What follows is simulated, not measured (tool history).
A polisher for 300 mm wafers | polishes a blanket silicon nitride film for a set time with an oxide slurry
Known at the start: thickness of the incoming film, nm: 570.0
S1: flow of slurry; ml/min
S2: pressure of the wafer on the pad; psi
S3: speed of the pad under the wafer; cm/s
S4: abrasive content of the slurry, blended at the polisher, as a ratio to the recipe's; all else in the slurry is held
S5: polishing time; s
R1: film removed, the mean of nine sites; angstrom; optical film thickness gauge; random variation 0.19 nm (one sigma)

run	hour	S1	S2	S3	S4	S5	R1
1	0.0	200	3.9	100	1.0	31	210.21
2	1.8	200	4.5	100	1.0	31	227.49
3	4.4	200	4.1	98	1.0	31	213.21
4	10.7	200	3.8	98	1.0	31	199.29
5	14.9	200	3.6	98	1.0	31	199.23
6	19.3	200	3.3	96	1.0	31	181.13
7	28.2	200	3.2	96	1.0	31	182.72
8	28.9	200	3.0	96	1.0	31	175.09

Run 9 comes next. What will it give?
9	32.4	200	2.9	96	1.0	31	?

Run 9 gave R1 167.79 angstrom.
